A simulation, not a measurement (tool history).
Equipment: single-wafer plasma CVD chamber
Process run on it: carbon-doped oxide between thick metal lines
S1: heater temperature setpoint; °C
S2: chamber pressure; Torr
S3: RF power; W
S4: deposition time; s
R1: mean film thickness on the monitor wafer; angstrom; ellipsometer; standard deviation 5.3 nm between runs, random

{"run": 1, "hour": 0.0, "S1": 370, "S2": 3.87, "S3": 530, "S4": 207, "R1": 10623}
{"run": 2, "hour": 3.2, "S1": 371, "S2": 3.72, "S3": 515, "S4": 207, "R1": 10161}
{"run": 3, "hour": 7.6, "S1": 371, "S2": 3.72, "S3": 575, "S4": 207, "R1": 11058}
{"run": 4, "hour": 9.2, "S1": 372, "S2": 3.5, "S3": 560, "S4": 207, "R1": 10812}
{"run": 5, "hour": 13.9, "S1": 373, "S2": 3.43, "S3": 540, "S4": 206, "R1": 10425}
{"run": 6, "hour": 18.5, "S1": 374, "S2": 3.34, "S3": 525, "S4": 206, "R1": 10085}
{"run": 7, "hour": 23.4, "S1": 375, "S2": 3.2, "S3": 520, "S4": 206, "R1": 9926.3}
{"run": 8, "hour": 30.8, "S1": 376, "S2": 3.07, "S3": 515, "S4": 206, "R1": 9900.3}
{"run": 9, "hour": 34.5, "S1": 377, "S2": 3, "S3": 505, "S4": 206, "R1": 9582.8}
{"run": 10, "hour": 38.0, "S1": 378, "S2": 2.92, "S3": 505, "S4": 206, "R1": 9578.6}
{"run": 11, "hour": 43.9, "S1": 379, "S2": 2.84, "S3": 500, "S4": 206, "R1": 9506.2}
{"run": 12, "hour": 49.4, "S1": 379, "S2": 2.77, "S3": 495, "S4": 206, "R1": 9356.6}
{"run": 13, "hour": 53.6, "S1": 380, "S2": 2.72, "S3": 495, "S4": 206, "R1": 9366.4}
{"run": 14, "hour": 57.2, "S1": 380, "S2": 2.67, "S3": 495, "S4": 206, "R1": 9361}

Run 15 is up next; what results do you expect?
{"run": 15, "hour": 58.8, "S1": 380, "S2": 2.62, "S3": 495, "S4": 206, "R1": "?"}

Run 15 came out at R1 9317.2 angstrom.

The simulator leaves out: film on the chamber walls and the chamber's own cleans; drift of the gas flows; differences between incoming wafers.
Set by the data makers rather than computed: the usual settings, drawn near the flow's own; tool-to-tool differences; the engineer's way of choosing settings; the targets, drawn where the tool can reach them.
